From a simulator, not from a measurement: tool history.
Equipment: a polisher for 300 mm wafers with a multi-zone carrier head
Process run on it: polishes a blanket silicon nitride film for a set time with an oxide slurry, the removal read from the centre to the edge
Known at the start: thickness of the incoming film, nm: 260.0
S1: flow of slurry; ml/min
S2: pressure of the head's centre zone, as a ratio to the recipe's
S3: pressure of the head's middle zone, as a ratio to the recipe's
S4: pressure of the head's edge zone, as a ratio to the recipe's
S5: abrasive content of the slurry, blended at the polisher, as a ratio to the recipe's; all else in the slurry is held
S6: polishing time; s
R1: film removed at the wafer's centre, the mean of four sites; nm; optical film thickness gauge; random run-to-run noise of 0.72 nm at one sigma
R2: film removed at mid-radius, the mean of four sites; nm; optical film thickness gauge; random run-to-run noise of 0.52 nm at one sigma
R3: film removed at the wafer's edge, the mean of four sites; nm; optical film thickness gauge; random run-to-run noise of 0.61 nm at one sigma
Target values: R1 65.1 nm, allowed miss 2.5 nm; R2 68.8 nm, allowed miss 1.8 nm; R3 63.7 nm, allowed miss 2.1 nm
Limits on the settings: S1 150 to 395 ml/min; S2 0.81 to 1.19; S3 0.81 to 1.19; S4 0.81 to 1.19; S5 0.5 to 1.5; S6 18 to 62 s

Run 1, hour 0: S1 250 ml/min, S2 1, S3 1, S4 1, S5 1, S6 40 s. Result: R1 50.697 nm, R2 50.762 nm, R3 49.656 nm.
Run 2, hour 1.1: S1 255 ml/min, S2 1.01, S3 1.02, S4 1.02, S5 1.05, S6 40 s. Result: R1 51.82 nm, R2 53.311 nm, R3 51.696 nm.
Run 3, hour 10.1: S1 260 ml/min, S2 1.03, S3 1.04, S4 1.04, S5 1.1, S6 40 s. Result: R1 54.862 nm, R2 54.739 nm, R3 52.803 nm.
Run 4, hour 12.1: S1 260 ml/min, S2 1.03, S3 1.04, S4 1.04, S5 1.1, S6 47 s. Result: R1 64.043 nm, R2 64.459 nm, R3 61.983 nm.
Run 5, hour 18.3: S1 285 ml/min, S2 1.03, S3 1.04, S4 1.04, S5 1.1, S6 47 s. Result: R1 64.885 nm, R2 65.184 nm, R3 63.553 nm.
Run 6, hour 23.8: S1 285 ml/min, S2 1.03, S3 0.98, S4 1.04, S5 1.1, S6 47 s. Result: R1 63.779 nm, R2 61.289 nm, R3 62.79 nm.
Run 7, hour 29: S1 290 ml/min, S2 1.03, S3 0.99, S4 1.04, S5 1.1, S6 47 s. Result: R1 63.827 nm, R2 62.306 nm, R3 62.666 nm.
Run 8, hour 29.5: S1 295 ml/min, S2 1.03, S3 1, S4 1.04, S5 1.1, S6 47 s. Result: R1 64.973 nm, R2 62.305 nm, R3 62.098 nm.
Run 9, hour 32.8: S1 295 ml/min, S2 1.03, S3 1.01, S4 1.04, S5 1.1, S6 47 s. Result: R1 65.117 nm, R2 63.04 nm, R3 62.987 nm.
Run 10, hour 37.4: S1 295 ml/min, S2 1.03, S3 1.01, S4 1.04, S5 1.1, S6 47 s. Result: R1 63.974 nm, R2 62.397 nm, R3 64.112 nm.
Run 11, hour 43.1: S1 290 ml/min, S2 1.03, S3 1.02, S4 1.04, S5 1.1, S6 47 s. Result: R1 64.669 nm, R2 64.205 nm, R3 63.164 nm.

Which of these 5 next moves meets every target?
Run A, hour 48.8: S1 295 ml/min, S2 1.03, S3 0.98, S4 0.99, S5 1.05, S6 50 s. Result: R1 ?, R2 ?, R3 ?.
Run B, hour 48.8: S1 280 ml/min, S2 1.08, S3 0.99, S4 1.02, S5 1, S6 48 s. Result: R1 ?, R2 ?, R3 ?.
Run C, hour 48.8: S1 340 ml/min, S2 1.02, S3 1.18, S4 0.98, S5 1.35, S6 44 s. Result: R1 ?, R2 ?, R3 ?.
Run D, hour 48.8: S1 335 ml/min, S2 1.04, S3 1.11, S4 1.06, S5 1.25, S6 45 s. Result: R1 ?, R2 ?, R3 ?.
Run E, hour 48.8: S1 305 ml/min, S2 0.95, S3 1.03, S4 1.02, S5 1.15, S6 47 s. Result: R1 ?, R2 ?, R3 ?.

move      R1      R2      R3
   A  66.664  64.715  64.827
   B  65.482  61.164  61.696
   C  64.813  74.272  62.873
   D  65.568  69.946  64.937
   E   60.16  65.988  64.203
A: closer than the last run, but not yet in spec
B: further off than the last run
C: takes the biggest miss from the last run beyond its target
D: hits every target within its allowed miss
E: closer than the last run, but not yet in spec
D is the move that brings every result within its allowed miss.

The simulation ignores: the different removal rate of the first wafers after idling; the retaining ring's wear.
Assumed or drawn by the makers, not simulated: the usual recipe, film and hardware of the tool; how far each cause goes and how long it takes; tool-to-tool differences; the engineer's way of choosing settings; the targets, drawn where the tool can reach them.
